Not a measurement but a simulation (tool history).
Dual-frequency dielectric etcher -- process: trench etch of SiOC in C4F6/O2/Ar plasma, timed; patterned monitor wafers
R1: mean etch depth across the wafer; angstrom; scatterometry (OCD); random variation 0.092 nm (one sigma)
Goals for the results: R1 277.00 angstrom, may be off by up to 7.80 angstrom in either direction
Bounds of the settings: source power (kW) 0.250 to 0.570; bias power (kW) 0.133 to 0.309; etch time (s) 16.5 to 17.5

run 1 hour=0.0 | source_power_(kW)=0.410 bias_power_(kW)=0.221 etch_time_(s)=16.5 | R1=323.38
run 2 hour=2.7 | source_power_(kW)=0.410 bias_power_(kW)=0.198 etch_time_(s)=16.5 | R1=312.89
run 3 hour=6.4 | source_power_(kW)=0.380 bias_power_(kW)=0.191 etch_time_(s)=16.5 | R1=301.07
run 4 hour=9.4 | source_power_(kW)=0.360 bias_power_(kW)=0.186 etch_time_(s)=16.5 | R1=294.32
run 5 hour=16.6 | source_power_(kW)=0.360 bias_power_(kW)=0.186 etch_time_(s)=17.5 | R1=311.84
run 6 hour=19.1 | source_power_(kW)=0.340 bias_power_(kW)=0.180 etch_time_(s)=17.5 | R1=301.76
run 7 hour=25.2 | source_power_(kW)=0.320 bias_power_(kW)=0.177 etch_time_(s)=17.5 | R1=295.53
run 8 hour=30.5 | source_power_(kW)=0.310 bias_power_(kW)=0.174 etch_time_(s)=17.5 | R1=291.37
run 9 hour=33.5 | source_power_(kW)=0.310 bias_power_(kW)=0.174 etch_time_(s)=17.5 | R1=291.80
run 10 hour=38.3 | source_power_(kW)=0.300 bias_power_(kW)=0.172 etch_time_(s)=17.5 | R1=285.90

Which one of the following 5 next-run settings gets every result inside its allowed miss? There is exactly one.
run A hour=43.1 | source_power_(kW)=0.320 bias_power_(kW)=0.177 etch_time_(s)=17.5 | R1=?
run B hour=43.1 | source_power_(kW)=0.290 bias_power_(kW)=0.176 etch_time_(s)=17.0 | R1=?
run C hour=43.1 | source_power_(kW)=0.330 bias_power_(kW)=0.180 etch_time_(s)=17.5 | R1=?
run D hour=43.1 | source_power_(kW)=0.350 bias_power_(kW)=0.168 etch_time_(s)=17.5 | R1=?
run E hour=43.1 | source_power_(kW)=0.310 bias_power_(kW)=0.213 etch_time_(s)=17.0 | R1=?

move=A R1=293.91
move=B R1=276.57
move=C R1=298.29
move=D R1=297.39
move=E R1=299.99
A: further off than the last run
B: every result within its allowed miss
C: further off than the last run
D: further off than the last run
E: further off than the last run
Move B is the one to make.
